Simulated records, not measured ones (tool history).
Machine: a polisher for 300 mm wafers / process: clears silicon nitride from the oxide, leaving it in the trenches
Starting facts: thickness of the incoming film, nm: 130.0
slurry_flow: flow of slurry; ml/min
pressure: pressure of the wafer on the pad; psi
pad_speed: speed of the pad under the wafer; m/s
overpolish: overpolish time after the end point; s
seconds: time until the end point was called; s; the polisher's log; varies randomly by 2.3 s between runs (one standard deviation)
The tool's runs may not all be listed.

run,hour,slurry_flow,pressure,pad_speed,overpolish,seconds
1,0.0,290,3.2,1.16,35,86.68
2,5.7,290,2.7,1.08,35,109.14
3,10.6,290,2.3,1.02,35,134.94
4,18.5,290,2.0,1.00,35,155.31
5,26.8,255,2.0,1.00,35,159.32
# hour 34.5: head pressure recalibrated
6,34.5,255,2.0,0.78,35,218.22

Run 7 has not been measured yet. What should we expect?
7,38.5,275,2.1,0.78,35,?

seconds: 209.93 s
